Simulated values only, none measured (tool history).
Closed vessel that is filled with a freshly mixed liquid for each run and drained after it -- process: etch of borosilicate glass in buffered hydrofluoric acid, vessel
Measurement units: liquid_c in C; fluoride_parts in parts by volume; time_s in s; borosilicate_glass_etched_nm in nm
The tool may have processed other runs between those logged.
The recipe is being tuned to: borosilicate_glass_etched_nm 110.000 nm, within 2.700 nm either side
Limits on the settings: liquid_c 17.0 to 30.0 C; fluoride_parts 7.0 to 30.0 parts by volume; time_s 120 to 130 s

run,day,liquid_c,fluoride_parts,time_s,borosilicate_glass_etched_nm
1,0.000,22.0,20.0,120,63.176
2,0.200,24.0,19.0,120,74.324
3,0.575,24.0,17.0,120,82.364
4,0.708,24.0,17.0,120,83.050
5,0.842,25.5,17.0,120,89.618
6,0.992,26.5,17.0,120,93.948
7,1.338,27.5,17.0,120,99.299
8,1.671,28.0,17.0,120,102.280

Which one of the following 4 next-run settings gets every result inside its allowed miss? There is exactly one.
A,2.004,29.0,18.5,125,?
B,2.004,29.5,18.0,120,?
C,2.004,30.0,24.0,130,?
D,2.004,27.5,16.5,130,?

move,borosilicate_glass_etched_nm
A,103.030
B,104.310
C,92.210
D,110.900
A: nearer the targets than the last run, but a result is still out of spec
B: nearer the targets than the last run, but a result is still out of spec
C: its largest miss is bigger than the last run's
D: all results land within tolerance of their targets
Move D is the one to make.
